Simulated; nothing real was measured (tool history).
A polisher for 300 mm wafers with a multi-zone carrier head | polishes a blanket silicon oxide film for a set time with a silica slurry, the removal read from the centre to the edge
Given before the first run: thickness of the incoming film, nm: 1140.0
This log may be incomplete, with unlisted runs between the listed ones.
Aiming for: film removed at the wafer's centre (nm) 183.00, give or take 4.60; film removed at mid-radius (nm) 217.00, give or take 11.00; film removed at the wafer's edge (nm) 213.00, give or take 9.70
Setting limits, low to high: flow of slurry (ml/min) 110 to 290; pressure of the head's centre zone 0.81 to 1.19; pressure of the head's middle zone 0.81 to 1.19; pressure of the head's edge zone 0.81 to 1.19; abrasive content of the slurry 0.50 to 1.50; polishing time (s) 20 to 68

run,day,flow of slurry (ml/min),pressure of the head's centre zone,pressure of the head's middle zone,pressure of the head's edge zone,abrasive content of the slurry,polishing time (s),film removed at the wafer's centre (nm),film removed at mid-radius (nm),film removed at the wafer's edge (nm)
1,0.000,185,1.00,1.00,1.00,1.00,44,204.74,204.00,199.38
2,0.071,205,1.00,1.00,1.00,1.00,44,206.90,202.78,204.35
3,0.229,205,1.00,1.00,1.00,1.00,37,173.39,173.02,171.01
4,0.462,215,0.98,1.03,1.04,1.05,37,178.14,185.37,176.99
5,0.688,220,0.94,1.02,1.07,1.10,37,174.04,184.32,179.95
6,0.992,215,0.91,1.02,1.09,1.20,37,172.20,187.08,193.70
7,1.050,220,0.91,1.04,1.09,1.25,37,175.44,197.58,201.08
8,1.388,225,0.91,1.05,1.09,1.25,37,174.88,200.70,198.32
9,1.458,230,0.91,1.06,1.10,1.30,37,181.22,206.93,203.39
10,1.733,230,0.91,1.07,1.10,1.30,37,179.02,206.17,202.61

Which one of the following 4 next-run settings gets every result inside its allowed miss? There is exactly one.
A,2.008,185,0.92,1.13,1.18,1.45,37,?,?,?
B,2.008,190,0.84,1.07,1.10,1.40,39,?,?,?
C,2.008,265,0.99,1.05,1.13,1.15,36,?,?,?
D,2.008,245,0.99,1.19,1.09,1.30,34,?,?,?

move,film removed at the wafer's centre (nm),film removed at mid-radius (nm),film removed at the wafer's edge (nm)
A,183.92,220.09,214.78
B,175.35,219.61,216.42
C,185.65,192.79,193.78
D,182.48,211.00,187.08
A: all results in spec
B: gets the furthest-off result to its target, but another result is out of tolerance
C: moves away from the targets compared with the last run
D: moves away from the targets compared with the last run
Go with A: it meets all targets.
